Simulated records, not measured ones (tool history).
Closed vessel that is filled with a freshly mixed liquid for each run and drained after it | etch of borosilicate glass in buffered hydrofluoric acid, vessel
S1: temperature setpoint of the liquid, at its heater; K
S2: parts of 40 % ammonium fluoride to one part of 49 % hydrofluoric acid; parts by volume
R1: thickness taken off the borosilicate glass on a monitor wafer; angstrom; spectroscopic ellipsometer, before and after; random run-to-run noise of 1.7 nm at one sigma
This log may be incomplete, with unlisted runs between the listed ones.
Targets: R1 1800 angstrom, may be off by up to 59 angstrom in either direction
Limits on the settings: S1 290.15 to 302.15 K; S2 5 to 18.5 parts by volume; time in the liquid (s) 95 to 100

Run 1, hour 0: S1 294.15 K, S2 11.5 parts by volume, time in the liquid (s) 95. Result: R1 757.95 angstrom.
Run 2, hour 3.1: S1 295.15 K, S2 11 parts by volume, time in the liquid (s) 95. Result: R1 851.16 angstrom.
Run 3, hour 5.1: S1 295.15 K, S2 11 parts by volume, time in the liquid (s) 100. Result: R1 888.45 angstrom.
Run 4, hour 7.4: S1 295.15 K, S2 11 parts by volume, time in the liquid (s) 95. Result: R1 837.19 angstrom.
Run 5, hour 11.5: S1 295.65 K, S2 10.5 parts by volume, time in the liquid (s) 95. Result: R1 894.12 angstrom.
Run 6, hour 17.4: S1 296.15 K, S2 10 parts by volume, time in the liquid (s) 95. Result: R1 984.51 angstrom.
Run 7, hour 18.3: S1 296.65 K, S2 9.5 parts by volume, time in the liquid (s) 95. Result: R1 1032 angstrom.
Run 8, hour 23.3: S1 297.15 K, S2 9 parts by volume, time in the liquid (s) 95. Result: R1 1092.8 angstrom.
Run 9, hour 31.1: S1 297.65 K, S2 8.5 parts by volume, time in the liquid (s) 95. Result: R1 1206.8 angstrom.
Run 10, hour 36.8: S1 298.15 K, S2 8.5 parts by volume, time in the liquid (s) 95. Result: R1 1226.2 angstrom.
Run 11, hour 41: S1 298.65 K, S2 8.5 parts by volume, time in the liquid (s) 95. Result: R1 1272.7 angstrom.
Run 12, hour 47.3: S1 302.15 K, S2 6.5 parts by volume, time in the liquid (s) 95. Result: R1 1995 angstrom.
Run 13, hour 48.6: S1 301.15 K, S2 6.5 parts by volume, time in the liquid (s) 95. Result: R1 1892.9 angstrom.

Which of these 4 next moves meets every target?
Run A, hour 49.9: S1 300.15 K, S2 6 parts by volume, time in the liquid (s) 95. Result: R1 ?.
Run B, hour 49.9: S1 294.65 K, S2 5 parts by volume, time in the liquid (s) 100. Result: R1 ?.
Run C, hour 49.9: S1 301.65 K, S2 6.5 parts by volume, time in the liquid (s) 95. Result: R1 ?.
Run D, hour 49.9: S1 298.15 K, S2 5.5 parts by volume, time in the liquid (s) 95. Result: R1 ?.

move      R1
   A  1969.3
   B  1823.5
   C  1981.8
   D  1915.3
A: the biggest miss grows against the last run
B: every result lands within tolerance
C: the biggest miss grows against the last run
D: the biggest miss grows against the last run
Go with B: it meets all targets.
